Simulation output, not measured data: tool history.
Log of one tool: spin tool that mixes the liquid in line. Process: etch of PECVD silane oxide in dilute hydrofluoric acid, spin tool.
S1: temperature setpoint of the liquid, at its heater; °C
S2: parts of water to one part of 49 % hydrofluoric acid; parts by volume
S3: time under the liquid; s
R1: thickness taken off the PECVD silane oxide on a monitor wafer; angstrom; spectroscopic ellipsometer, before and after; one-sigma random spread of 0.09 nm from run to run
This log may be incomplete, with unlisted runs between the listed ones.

run	hour	S1	S2	S3	R1
1	0	22	245	75	79.537
2	3.2	22	165	75	129.99
3	4.5	22	165	75	130.89
4	9.9	21	170	75	122.72
5	18.6	20	175	75	110.5
6	25.4	20	175	75	112.83
7	34.2	19.5	175	75	108.04
8	37.5	19	175	75	107.25
9	40.7	19	175	75	107.58

Forecast run 10:
10	46.3	18.5	175	75	?

{"run 10": {"R1": 105.41}}
